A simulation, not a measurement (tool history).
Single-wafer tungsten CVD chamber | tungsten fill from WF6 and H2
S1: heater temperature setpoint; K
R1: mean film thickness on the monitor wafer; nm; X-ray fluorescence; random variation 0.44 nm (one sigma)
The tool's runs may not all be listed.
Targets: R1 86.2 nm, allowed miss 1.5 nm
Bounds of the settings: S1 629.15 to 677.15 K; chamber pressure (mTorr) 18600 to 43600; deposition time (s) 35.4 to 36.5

Run 1, hour 0: S1 653.15 K, chamber pressure (mTorr) 31100, deposition time (s) 35.4. Result: R1 72.188 nm.
Run 2, hour 1.7: S1 653.15 K, chamber pressure (mTorr) 34400, deposition time (s) 35.4. Result: R1 75.954 nm.
Run 3, hour 10: S1 653.15 K, chamber pressure (mTorr) 34400, deposition time (s) 36.5. Result: R1 77.79 nm.
Run 4, hour 17: S1 655.15 K, chamber pressure (mTorr) 34400, deposition time (s) 36.5. Result: R1 81.366 nm.
Run 5, hour 25.2: S1 664.15 K, chamber pressure (mTorr) 34400, deposition time (s) 36.5. Result: R1 99.249 nm.
Run 6, hour 27: S1 662.15 K, chamber pressure (mTorr) 34400, deposition time (s) 36.5. Result: R1 95.65 nm.
Run 7, hour 29.9: S1 661.15 K, chamber pressure (mTorr) 34400, deposition time (s) 36.5. Result: R1 93.84 nm.
Run 8, hour 36.1: S1 660.15 K, chamber pressure (mTorr) 34400, deposition time (s) 36.5. Result: R1 92.382 nm.
Run 9, hour 43.8: S1 656.15 K, chamber pressure (mTorr) 34300, deposition time (s) 36.5. Result: R1 83.057 nm.

Which of these 5 next moves meets every target?
Run A, hour 51.5: S1 658.15 K, chamber pressure (mTorr) 40500, deposition time (s) 35.4. Result: R1 ?.
Run B, hour 51.5: S1 663.15 K, chamber pressure (mTorr) 30200, deposition time (s) 35.4. Result: R1 ?.
Run C, hour 51.5: S1 658.15 K, chamber pressure (mTorr) 30900, deposition time (s) 36.5. Result: R1 ?.
Run D, hour 51.5: S1 659.15 K, chamber pressure (mTorr) 31500, deposition time (s) 36.5. Result: R1 ?.
Run E, hour 51.5: S1 657.15 K, chamber pressure (mTorr) 32400, deposition time (s) 36. Result: R1 ?.

move      R1
   A  91.254
   B  90.031
   C  83.869
   D  86.479
   E  82.502
A: takes the result that was furthest off past its target
B: takes the result that was furthest off past its target
C: nearer than the last run, and not there yet
D: meets every target
E: further off than the last run
Move D is the one to make.
